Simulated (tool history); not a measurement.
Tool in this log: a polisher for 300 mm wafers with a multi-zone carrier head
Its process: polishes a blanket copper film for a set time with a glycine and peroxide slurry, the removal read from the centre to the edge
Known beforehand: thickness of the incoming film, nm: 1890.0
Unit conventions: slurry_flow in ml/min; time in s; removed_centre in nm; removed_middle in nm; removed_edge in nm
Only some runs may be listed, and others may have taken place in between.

run 1 hour=0.0 | slurry_flow=270 centre_zone=1.00 middle_zone=1.00 edge_zone=1.00 time=73 | removed_centre=358.81 removed_middle=356.52 removed_edge=346.80
run 2 hour=2.9 | slurry_flow=270 centre_zone=1.00 middle_zone=0.95 edge_zone=1.00 time=73 | removed_centre=364.93 removed_middle=348.72 removed_edge=353.57
run 3 hour=8.6 | slurry_flow=220 centre_zone=1.00 middle_zone=0.95 edge_zone=1.00 time=73 | removed_centre=346.11 removed_middle=336.71 removed_edge=345.47
run 4 hour=12.2 | slurry_flow=215 centre_zone=0.96 middle_zone=0.92 edge_zone=0.98 time=60 | removed_centre=276.12 removed_middle=263.60 removed_edge=279.61
run 5 hour=14.1 | slurry_flow=205 centre_zone=0.92 middle_zone=0.92 edge_zone=0.96 time=54 | removed_centre=235.74 removed_middle=243.73 removed_edge=250.58
run 6 hour=16.0 | slurry_flow=200 centre_zone=0.90 middle_zone=0.89 edge_zone=0.94 time=50 | removed_centre=210.08 removed_middle=214.67 removed_edge=230.37
run 7 hour=20.5 | slurry_flow=205 centre_zone=0.89 middle_zone=0.88 edge_zone=0.91 time=48 | removed_centre=200.54 removed_middle=205.66 removed_edge=218.34

Run 8 comes next. What will it give?
run 8 hour=23.6 | slurry_flow=200 centre_zone=0.82 middle_zone=0.81 edge_zone=0.83 time=43 | removed_centre=? removed_middle=? removed_edge=?

{"run 8": {"removed_centre": 166.59, "removed_middle": 174.82, "removed_edge": 187.36}}

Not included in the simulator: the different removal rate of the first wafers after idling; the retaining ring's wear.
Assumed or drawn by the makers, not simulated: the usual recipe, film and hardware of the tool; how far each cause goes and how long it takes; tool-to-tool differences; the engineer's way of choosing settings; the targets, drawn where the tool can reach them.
